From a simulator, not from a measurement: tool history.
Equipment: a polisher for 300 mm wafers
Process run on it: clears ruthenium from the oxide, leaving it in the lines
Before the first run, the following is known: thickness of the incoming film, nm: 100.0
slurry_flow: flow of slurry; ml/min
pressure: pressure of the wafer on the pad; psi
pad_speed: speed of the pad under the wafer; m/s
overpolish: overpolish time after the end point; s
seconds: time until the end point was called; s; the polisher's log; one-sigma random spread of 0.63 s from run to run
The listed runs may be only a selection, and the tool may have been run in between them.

run 1 day=0 | slurry_flow=190 pressure=2.1 pad_speed=1.1 overpolish=45 | seconds=97.01
run 2 day=0.346 | slurry_flow=190 pressure=2.1 pad_speed=0.86 overpolish=45 | seconds=119.69
run 3 day=0.479 | slurry_flow=190 pressure=2.3 pad_speed=0.9 overpolish=45 | seconds=104.81
run 4 day=0.708 | slurry_flow=190 pressure=2.1 pad_speed=0.9 overpolish=45 | seconds=116.6
run 5 day=0.854 | slurry_flow=145 pressure=2.1 pad_speed=0.9 overpolish=45 | seconds=121.4
run 6 day=1.192 | slurry_flow=150 pressure=2.3 pad_speed=0.92 overpolish=45 | seconds=110.85
run 7 day=1.375 | slurry_flow=160 pressure=2.4 pad_speed=0.96 overpolish=45 | seconds=102.55
-- day=1.508 slurry nozzle cleaned
run 8 day=1.508 | slurry_flow=170 pressure=2.5 pad_speed=1 overpolish=45 | seconds=88.335
run 9 day=1.788 | slurry_flow=170 pressure=2.5 pad_speed=1 overpolish=45 | seconds=88.435

What will run 10 give?
run 10 day=2.038 | slurry_flow=170 pressure=2.5 pad_speed=1 overpolish=45 | seconds=?

{"run 10": {"seconds": 87.992}}
